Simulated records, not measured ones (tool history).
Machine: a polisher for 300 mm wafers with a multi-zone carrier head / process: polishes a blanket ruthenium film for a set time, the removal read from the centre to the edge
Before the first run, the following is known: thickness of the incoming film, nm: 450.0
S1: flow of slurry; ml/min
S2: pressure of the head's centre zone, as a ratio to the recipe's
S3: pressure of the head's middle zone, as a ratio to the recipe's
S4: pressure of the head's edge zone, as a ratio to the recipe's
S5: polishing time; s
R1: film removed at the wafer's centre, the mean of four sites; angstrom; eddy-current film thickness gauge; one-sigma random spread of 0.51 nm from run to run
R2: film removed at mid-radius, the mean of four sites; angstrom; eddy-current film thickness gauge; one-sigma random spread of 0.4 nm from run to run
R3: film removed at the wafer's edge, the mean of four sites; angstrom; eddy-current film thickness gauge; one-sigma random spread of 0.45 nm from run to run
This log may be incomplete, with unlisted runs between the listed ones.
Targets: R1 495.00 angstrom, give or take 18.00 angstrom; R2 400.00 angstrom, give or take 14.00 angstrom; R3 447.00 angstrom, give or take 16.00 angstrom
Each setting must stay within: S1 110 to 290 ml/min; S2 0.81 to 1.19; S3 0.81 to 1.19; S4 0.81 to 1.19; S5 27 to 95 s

| run | hour | S1 | S2 | S3 | S4 | S5 | R1 | R2 | R3 |
|---|---|---|---|---|---|---|---|---|---|
| 1 | 0.0 | 185 | 1.00 | 1.00 | 1.00 | 61 | 807.52 | 794.58 | 818.72 |
| 2 | 1.8 | 185 | 1.00 | 1.04 | 1.00 | 61 | 813.04 | 828.59 | 802.11 |
| 3 | 6.8 | 185 | 1.00 | 1.04 | 1.03 | 61 | 807.92 | 824.26 | 847.58 |
| 4 | 11.0 | 175 | 1.01 | 1.00 | 1.01 | 55 | 727.90 | 717.54 | 742.40 |
| 5 | 12.2 | 175 | 1.01 | 0.92 | 1.01 | 55 | 723.36 | 667.98 | 744.21 |
| 6 | 14.3 | 175 | 1.01 | 0.92 | 1.01 | 46 | 614.17 | 549.84 | 616.26 |
| 7 | 19.2 | 180 | 1.01 | 0.90 | 0.99 | 43 | 569.88 | 522.79 | 570.73 |
| 8 | 26.5 | 130 | 1.11 | 0.81 | 0.94 | 31 | 425.12 | 329.43 | 390.12 |
| 9 | 27.3 | 150 | 1.11 | 0.82 | 0.94 | 31 | 438.61 | 334.49 | 398.97 |
| 10 | 28.2 | 165 | 1.10 | 0.84 | 0.94 | 31 | 439.65 | 347.18 | 400.87 |

Which single option among these 5 for the next run brings every result within its allowed miss of target? Just one does.
| A | 29.1 | 135 | 1.10 | 0.81 | 0.97 | 30 | ? | ? | ? |
| B | 29.1 | 125 | 1.10 | 0.87 | 0.89 | 37 | ? | ? | ? |
| C | 29.1 | 115 | 0.99 | 0.89 | 0.85 | 37 | ? | ? | ? |
| D | 29.1 | 150 | 1.13 | 0.81 | 0.95 | 38 | ? | ? | ? |
| E | 29.1 | 135 | 1.01 | 0.89 | 0.91 | 39 | ? | ? | ? |

| move | R1 | R2 | R3 |
|---|---|---|---|
| A | 418.24 | 311.82 | 384.20 |
| B | 507.70 | 402.01 | 450.26 |
| C | 448.14 | 403.21 | 435.80 |
| D | 555.77 | 402.23 | 488.26 |
| E | 499.20 | 438.21 | 484.23 |
A: further off than the last run
B: all results in spec
C: the furthest-off result lands on target, but another misses its tolerance
D: the furthest-off result lands on target, but another misses its tolerance
E: carries the result that was furthest off beyond its target, to the other side
Correct choice: B, which meets every target

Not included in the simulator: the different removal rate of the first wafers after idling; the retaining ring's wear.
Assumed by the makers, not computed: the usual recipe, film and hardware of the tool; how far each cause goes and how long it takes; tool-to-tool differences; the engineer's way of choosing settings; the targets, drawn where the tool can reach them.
